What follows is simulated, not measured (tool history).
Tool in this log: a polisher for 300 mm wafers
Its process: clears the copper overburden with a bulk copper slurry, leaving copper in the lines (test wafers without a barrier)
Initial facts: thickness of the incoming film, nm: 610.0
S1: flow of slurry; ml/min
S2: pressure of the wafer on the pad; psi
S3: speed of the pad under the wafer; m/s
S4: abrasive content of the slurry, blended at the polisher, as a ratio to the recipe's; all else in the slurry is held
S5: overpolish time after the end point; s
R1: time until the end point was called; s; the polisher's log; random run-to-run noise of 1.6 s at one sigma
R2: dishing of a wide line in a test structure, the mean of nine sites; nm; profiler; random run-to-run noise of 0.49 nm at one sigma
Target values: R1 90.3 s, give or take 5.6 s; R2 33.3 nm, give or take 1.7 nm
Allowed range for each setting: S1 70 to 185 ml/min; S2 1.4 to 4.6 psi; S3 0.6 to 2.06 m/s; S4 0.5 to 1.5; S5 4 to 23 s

run  hour   S1   S2    S3    S4  S5      R1      R2
  1     0  120    3  1.32     1  12  60.353  62.894
  2   1.5  120    3  1.32     1  10  59.675  56.666
  3   7.4  120  2.7  1.32     1   9  66.501   48.88
  4  10.5  120  2.7  1.32  1.15   9  66.847  47.334
  5  15.4  120  2.5  1.32  1.15   9  69.741  45.267
  6    19  120  2.3  1.32  1.15   9  75.803  41.475
  7  23.6  120  2.2  1.32  1.15   9  75.843  40.009
  8  26.5  120  2.1  1.32  1.15   9  82.412  39.051
     33.2  -- head pressure recalibrated
  9  33.2  120    2  1.32  1.15   9  82.518  39.996
 10  41.7  120  1.9  1.32  1.15   9  84.753  37.866

4 next moves are on the table. One of them brings every result within its allowed miss. Which?
  A  50.2  140  2.3  1.28   1.2   8   ?   ?
  B  50.2  180  1.8   1.3  0.85   8   ?   ?
  C  50.2   70  2.6  1.02  1.05  13   ?   ?
  D  50.2  110  2.2  1.24  1.05  11   ?   ?

move      R1      R2
   A  70.381  40.505
   B   89.65  32.724
   C  96.667  46.635
   D  81.879   45.93
A: moves away from the targets compared with the last run
B: each result inside its tolerance
C: moves away from the targets compared with the last run
D: moves away from the targets compared with the last run
Go with B: it meets all targets.
